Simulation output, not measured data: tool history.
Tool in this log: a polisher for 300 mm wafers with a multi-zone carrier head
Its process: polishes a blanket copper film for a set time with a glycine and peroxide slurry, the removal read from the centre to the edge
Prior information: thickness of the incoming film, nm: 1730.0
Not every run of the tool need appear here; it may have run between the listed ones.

run,hour,flow of slurry (ml/min),pressure of the head's centre zone,pressure of the head's middle zone,pressure of the head's edge zone,polishing time (s),film removed at the wafer's centre (nm),film removed at mid-radius (nm),film removed at the wafer's edge (nm)
1,0.0,200,1.00,1.00,1.00,37,146.130,150.340,150.760
2,5.7,200,1.00,1.00,1.08,37,148.360,146.850,155.590
3,12.5,195,0.98,0.99,1.04,31,122.780,123.020,125.400
4,18.7,185,0.93,0.97,1.02,28,101.840,107.730,112.270
5,24.8,185,0.92,0.96,0.99,26,96.738,98.289,101.940
6,30.5,180,0.89,0.95,0.95,25,88.896,93.604,97.768
7,34.9,180,0.89,0.95,0.95,25,88.049,95.443,100.020
8,39.1,180,0.89,0.96,0.94,24,85.988,91.630,94.236
9,40.4,175,0.88,0.96,0.92,24,84.538,90.948,91.813
10,44.0,165,0.87,0.96,0.91,24,83.465,91.136,92.338

Forecast run 11:
11,48.7,165,0.87,0.96,0.89,24,?,?,?

film removed at the wafer's centre (nm): 81.722
film removed at mid-radius (nm): 90.662
film removed at the wafer's edge (nm): 90.884
